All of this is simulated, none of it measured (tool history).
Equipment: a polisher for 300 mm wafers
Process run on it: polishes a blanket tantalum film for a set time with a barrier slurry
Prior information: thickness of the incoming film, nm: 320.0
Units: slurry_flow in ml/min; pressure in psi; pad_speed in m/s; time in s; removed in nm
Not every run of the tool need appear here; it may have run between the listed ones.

| run | hour | slurry_flow | pressure | pad_speed | slurry_solids | time | removed |
|---|---|---|---|---|---|---|---|
| 1 | 0 | 230 | 2.5 | 1.18 | 1 | 26 | 52.694 |
| 2 | 8.4 | 225 | 2.2 | 1.18 | 1 | 26 | 47.258 |
| 3 | 11.1 | 225 | 2.7 | 1.18 | 1 | 26 | 56.166 |
| 4 | 14.5 | 225 | 2.6 | 1.18 | 1 | 26 | 54.485 |
| 5 | 20.2 | 225 | 3.1 | 1.18 | 1 | 26 | 64.271 |
| 6 | 28.5 | 225 | 3.1 | 1.18 | 0.85 | 26 | 62.317 |
| 7 | 36.2 | 225 | 3 | 1.18 | 0.85 | 26 | 60.706 |
| 8 | 42.1 | 225 | 2.9 | 1.18 | 0.85 | 26 | 58.042 |
| 9 | 45.5 | 225 | 2.8 | 1.18 | 0.85 | 26 | 55.897 |

What will run 10 give?
| 10 | 49.3 | 225 | 2.7 | 1.18 | 0.85 | 26 | ? |

{"run 10": {"removed": 54.129}}
